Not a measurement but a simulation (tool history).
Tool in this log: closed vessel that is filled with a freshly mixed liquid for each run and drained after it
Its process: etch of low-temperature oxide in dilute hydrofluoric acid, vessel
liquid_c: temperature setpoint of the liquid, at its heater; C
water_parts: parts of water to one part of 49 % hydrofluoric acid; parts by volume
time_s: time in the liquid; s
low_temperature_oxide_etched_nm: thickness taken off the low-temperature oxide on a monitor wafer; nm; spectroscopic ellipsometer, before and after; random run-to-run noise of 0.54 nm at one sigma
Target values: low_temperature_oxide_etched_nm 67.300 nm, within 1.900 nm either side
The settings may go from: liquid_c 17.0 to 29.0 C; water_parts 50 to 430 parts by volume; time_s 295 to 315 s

| run | hour | liquid_c | water_parts | time_s | low_temperature_oxide_etched_nm |
|---|---|---|---|---|---|
| 1 | 0.0 | 21.0 | 240 | 295 | 21.194 |
| 2 | 7.5 | 21.0 | 240 | 295 | 21.148 |
| 3 | 12.7 | 23.0 | 195 | 295 | 28.738 |
| 4 | 20.3 | 26.0 | 195 | 295 | 32.372 |
| 5 | 25.6 | 26.5 | 160 | 295 | 43.023 |
| 6 | 33.6 | 24.0 | 160 | 295 | 38.431 |
| 7 | 40.3 | 25.0 | 145 | 295 | 44.972 |
| 8 | 45.7 | 26.0 | 135 | 295 | 50.971 |
| 9 | 50.1 | 26.5 | 130 | 295 | 53.962 |
| 10 | 54.0 | 27.0 | 125 | 295 | 57.173 |
| 11 | 61.3 | 27.5 | 120 | 295 | 61.825 |
| 12 | 69.3 | 28.0 | 120 | 295 | 62.315 |
| 13 | 76.4 | 28.5 | 120 | 295 | 64.492 |
| 14 | 82.4 | 29.0 | 120 | 295 | 64.363 |

Next run, 4 choices. One meets every target within its allowed miss, the rest don't. Which?
| A | 88.4 | 29.0 | 120 | 305 | ? |
| B | 88.4 | 29.0 | 135 | 315 | ? |
| C | 88.4 | 27.0 | 125 | 305 | ? |
| D | 88.4 | 28.0 | 120 | 300 | ? |

| move | low_temperature_oxide_etched_nm |
|---|---|
| A | 66.349 |
| B | 59.713 |
| C | 58.709 |
| D | 62.866 |
A: every result lands within tolerance
B: moves away from the targets compared with the last run
C: moves away from the targets compared with the last run
D: moves away from the targets compared with the last run
So the answer is move A, the one that meets all the targets.
